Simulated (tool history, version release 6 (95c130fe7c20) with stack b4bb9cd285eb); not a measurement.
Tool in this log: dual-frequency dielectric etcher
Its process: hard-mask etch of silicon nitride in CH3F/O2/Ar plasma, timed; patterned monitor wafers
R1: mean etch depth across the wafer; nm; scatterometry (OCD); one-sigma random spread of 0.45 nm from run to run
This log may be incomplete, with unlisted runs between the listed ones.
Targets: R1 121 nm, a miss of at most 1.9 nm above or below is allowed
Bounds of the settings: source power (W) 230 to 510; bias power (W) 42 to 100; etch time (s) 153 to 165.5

{"run": 1, "hour": 0.0, "source power (W)": 370, "bias power (W)": 71, "etch time (s)": 165.5, "R1": 109.68}
{"run": 2, "hour": 1.4, "source power (W)": 370, "bias power (W)": 71, "etch time (s)": 153, "R1": 101.68}
{"run": 3, "hour": 7.1, "source power (W)": 400, "bias power (W)": 73, "etch time (s)": 153.5, "R1": 106.24}
{"run": 4, "hour": 15.0, "source power (W)": 400, "bias power (W)": 82, "etch time (s)": 153.5, "R1": 109.86}
{"run": 5, "hour": 22.7, "source power (W)": 420, "bias power (W)": 83, "etch time (s)": 153.5, "R1": 112.49}
{"run": 6, "hour": 31.4, "source power (W)": 440, "bias power (W)": 84, "etch time (s)": 153.5, "R1": 115.81}
{"run": 7, "hour": 35.6, "source power (W)": 450, "bias power (W)": 84, "etch time (s)": 153.5, "R1": 116.14}
{"run": 8, "hour": 38.5, "source power (W)": 460, "bias power (W)": 84, "etch time (s)": 153.5, "R1": 117.33}
{"run": 9, "hour": 41.0, "source power (W)": 470, "bias power (W)": 84, "etch time (s)": 153.5, "R1": 118}

Below are 4 possible settings for the next run. Only one of them brings all results inside the allowed miss of their targets. Which is it?
{"run": "A", "hour": 43.5, "source power (W)": 500, "bias power (W)": 92, "etch time (s)": 156, "R1": "?"}
{"run": "B", "hour": 43.5, "source power (W)": 490, "bias power (W)": 75, "etch time (s)": 159.5, "R1": "?"}
{"run": "C", "hour": 43.5, "source power (W)": 480, "bias power (W)": 89, "etch time (s)": 159, "R1": "?"}
{"run": "D", "hour": 43.5, "source power (W)": 480, "bias power (W)": 82, "etch time (s)": 153, "R1": "?"}

move=A R1=126.75
move=B R1=121.03
move=C R1=125.79
move=D R1=118.13
A: takes the result that was furthest off past its target
B: all results in spec
C: takes the result that was furthest off past its target
D: neither nearer nor further off than the last run
The move that meets every target is B.
